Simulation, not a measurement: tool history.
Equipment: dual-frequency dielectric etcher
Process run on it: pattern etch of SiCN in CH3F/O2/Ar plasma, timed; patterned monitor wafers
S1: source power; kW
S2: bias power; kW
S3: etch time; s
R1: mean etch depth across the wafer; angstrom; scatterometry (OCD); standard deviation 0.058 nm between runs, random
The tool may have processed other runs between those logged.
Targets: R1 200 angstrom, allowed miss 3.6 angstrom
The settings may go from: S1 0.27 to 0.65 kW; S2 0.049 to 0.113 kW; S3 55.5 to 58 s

run,hour,S1,S2,S3,R1
1,0,0.46,0.081,55.5,230.24
2,5,0.42,0.08,55.5,223.23
3,7.4,0.42,0.087,55.5,232.86
4,15.9,0.42,0.087,58,244.12
5,20.4,0.38,0.087,58,237.48
6,29.2,0.38,0.087,55.5,226.03
7,36.6,0.36,0.084,55.5,219.61
8,39,0.34,0.082,55.5,213.26
9,43.3,0.32,0.081,55.5,207.77
10,44.9,0.32,0.081,55.5,208.84
11,50.4,0.31,0.08,55.5,205.46
12,53.1,0.3,0.08,55.5,204.18

4 candidate next runs follow, results not yet known. Just one meets every target within its allowed miss. Identify it.
A,55.8,0.27,0.076,57.5,?
B,55.8,0.35,0.074,57,?
C,55.8,0.27,0.092,55.5,?
D,55.8,0.28,0.078,57.5,?

move,R1
A,201.28
B,210.5
C,213.06
D,205.66
A: every result within its allowed miss
B: the biggest miss grows against the last run
C: the biggest miss grows against the last run
D: the biggest miss grows against the last run
The right move is A.
